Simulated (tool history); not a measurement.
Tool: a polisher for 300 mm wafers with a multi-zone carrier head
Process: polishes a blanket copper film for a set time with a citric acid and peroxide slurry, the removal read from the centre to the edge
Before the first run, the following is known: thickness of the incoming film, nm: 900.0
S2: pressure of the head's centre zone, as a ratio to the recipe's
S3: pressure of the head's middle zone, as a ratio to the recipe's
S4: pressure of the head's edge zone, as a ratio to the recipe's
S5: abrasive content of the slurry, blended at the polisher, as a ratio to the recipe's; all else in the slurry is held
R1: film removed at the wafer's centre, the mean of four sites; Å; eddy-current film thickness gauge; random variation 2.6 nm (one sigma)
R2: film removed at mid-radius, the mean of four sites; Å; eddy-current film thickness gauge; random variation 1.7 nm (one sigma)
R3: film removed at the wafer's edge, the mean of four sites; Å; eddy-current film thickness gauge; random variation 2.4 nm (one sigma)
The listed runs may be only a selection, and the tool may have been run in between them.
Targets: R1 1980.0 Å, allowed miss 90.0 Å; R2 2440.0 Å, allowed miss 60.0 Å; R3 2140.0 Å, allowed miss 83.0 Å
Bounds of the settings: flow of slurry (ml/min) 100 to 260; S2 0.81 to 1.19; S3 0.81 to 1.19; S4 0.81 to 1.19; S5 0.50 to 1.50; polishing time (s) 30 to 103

Run 1, hour 0.0: flow of slurry (ml/min) 165, S2 1.00, S3 1.00, S4 1.00, S5 1.00, polishing time (s) 66. Result: R1 1763.5 Å, R2 1734.6 Å, R3 1749.0 Å.
Run 2, hour 0.7: flow of slurry (ml/min) 205, S2 1.00, S3 1.00, S4 1.00, S5 1.00, polishing time (s) 66. Result: R1 1847.3 Å, R2 1800.6 Å, R3 1862.4 Å.
Run 3, hour 9.1: flow of slurry (ml/min) 205, S2 1.00, S3 1.00, S4 1.00, S5 1.00, polishing time (s) 81. Result: R1 2198.7 Å, R2 2220.3 Å, R3 2225.6 Å.
Run 4, hour 11.4: flow of slurry (ml/min) 205, S2 1.00, S3 1.00, S4 1.00, S5 1.00, polishing time (s) 93. Result: R1 2597.2 Å, R2 2551.9 Å, R3 2626.0 Å.
Run 5, hour 14.6: flow of slurry (ml/min) 165, S2 1.00, S3 1.00, S4 1.00, S5 1.00, polishing time (s) 93. Result: R1 2477.6 Å, R2 2465.4 Å, R3 2526.7 Å.
Run 6, hour 23.5: flow of slurry (ml/min) 155, S2 0.97, S3 1.02, S4 0.97, S5 0.95, polishing time (s) 93. Result: R1 2313.2 Å, R2 2459.4 Å, R3 2423.1 Å.
At hour 29.7: edge zone pressure recalibrated.
Run 7, hour 29.7: flow of slurry (ml/min) 145, S2 0.96, S3 1.03, S4 0.95, S5 0.95, polishing time (s) 93. Result: R1 2225.9 Å, R2 2450.9 Å, R3 2345.0 Å.
Run 8, hour 32.3: flow of slurry (ml/min) 140, S2 0.95, S3 1.04, S4 0.94, S5 0.95, polishing time (s) 93. Result: R1 2226.5 Å, R2 2431.6 Å, R3 2326.1 Å.
Run 9, hour 33.9: flow of slurry (ml/min) 135, S2 0.94, S3 1.05, S4 0.93, S5 0.95, polishing time (s) 93. Result: R1 2209.2 Å, R2 2437.6 Å, R3 2293.4 Å.
Run 10, hour 41.1: flow of slurry (ml/min) 130, S2 0.92, S3 1.06, S4 0.92, S5 0.95, polishing time (s) 93. Result: R1 2131.0 Å, R2 2426.5 Å, R3 2289.8 Å.
Run 11, hour 47.6: flow of slurry (ml/min) 125, S2 0.91, S3 1.07, S4 0.91, S5 0.95, polishing time (s) 93. Result: R1 2040.4 Å, R2 2440.8 Å, R3 2259.3 Å.

Of the 5 settings listed for the next run, only one would bring every result within its allowed miss of target. Which one?
Run A, hour 54.1: flow of slurry (ml/min) 105, S2 0.96, S3 1.09, S4 0.83, S5 0.90, polishing time (s) 103. Result: R1 ?, R2 ?, R3 ?.
Run B, hour 54.1: flow of slurry (ml/min) 175, S2 0.84, S3 1.07, S4 0.81, S5 1.05, polishing time (s) 86. Result: R1 ?, R2 ?, R3 ?.
Run C, hour 54.1: flow of slurry (ml/min) 115, S2 0.90, S3 1.10, S4 0.90, S5 1.10, polishing time (s) 96. Result: R1 ?, R2 ?, R3 ?.
Run D, hour 54.1: flow of slurry (ml/min) 100, S2 1.03, S3 1.12, S4 0.96, S5 0.95, polishing time (s) 92. Result: R1 ?, R2 ?, R3 ?.
Run E, hour 54.1: flow of slurry (ml/min) 135, S2 0.90, S3 1.10, S4 0.90, S5 1.00, polishing time (s) 94. Result: R1 ?, R2 ?, R3 ?.

move      R1      R2      R3
   A  2312.2  2583.6  2309.5
   B  2038.8  2493.8  2165.3
   C  2195.4  2613.4  2357.2
   D  2189.9  2350.5  2165.6
   E  2209.2  2613.7  2327.3
A: its largest miss is bigger than the last run's
B: all results in spec
C: its largest miss is bigger than the last run's
D: the worst result of the last run now meets its target, but another is out of spec
E: its largest miss is bigger than the last run's
B is the move that brings every result within its allowed miss.
